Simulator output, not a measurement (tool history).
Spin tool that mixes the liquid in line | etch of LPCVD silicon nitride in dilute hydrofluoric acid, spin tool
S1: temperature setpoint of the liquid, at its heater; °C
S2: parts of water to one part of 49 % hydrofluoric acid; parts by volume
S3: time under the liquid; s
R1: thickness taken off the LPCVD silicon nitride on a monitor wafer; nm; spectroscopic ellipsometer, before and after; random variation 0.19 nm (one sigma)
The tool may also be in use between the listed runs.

run	hour	S1	S2	S3	R1
1	0	24	75	310	2.6611
2	9	25	65	310	3.2873
3	13.8	25	65	330	3.3414
4	20.6	25	80	330	2.9844
# hour 23.4: thermometer replaced
5	23.4	25	105	330	1.8838
6	31.9	26	90	330	2.2757
7	34.2	24.5	75	330	2.5873
8	37.1	26	70	330	3.0116
9	40.1	24	60	330	3.0781

Run 10 comes next. What will it give?
10	46.6	25.5	50	330	?

{"run 10": {"R1": 4.0298}}
